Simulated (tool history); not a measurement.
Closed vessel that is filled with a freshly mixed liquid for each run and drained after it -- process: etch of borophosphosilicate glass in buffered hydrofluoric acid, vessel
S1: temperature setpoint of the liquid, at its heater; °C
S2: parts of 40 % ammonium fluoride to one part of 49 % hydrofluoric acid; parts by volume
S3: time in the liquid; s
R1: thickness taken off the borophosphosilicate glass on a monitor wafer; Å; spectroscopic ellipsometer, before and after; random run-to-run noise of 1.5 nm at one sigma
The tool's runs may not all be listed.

{"run": 1, "hour": 0.0, "S1": 25.0, "S2": 9.5, "S3": 105, "R1": 2251.0}
{"run": 2, "hour": 1.0, "S1": 24.5, "S2": 9.5, "S3": 105, "R1": 2182.7}
{"run": 3, "hour": 4.3, "S1": 26.5, "S2": 9.5, "S3": 105, "R1": 2457.0}
{"run": 4, "hour": 11.3, "S1": 25.5, "S2": 9.5, "S3": 105, "R1": 2342.2}
{"run": 5, "hour": 19.9, "S1": 25.5, "S2": 6.5, "S3": 105, "R1": 3398.7}
{"run": 6, "hour": 21.1, "S1": 23.5, "S2": 6.5, "S3": 105, "R1": 3071.0}

Run 7 is up next; what results do you expect?
{"run": 7, "hour": 27.8, "S1": 22.0, "S2": 6.5, "S3": 105, "R1": "?"}

R1: 2847.3 Å
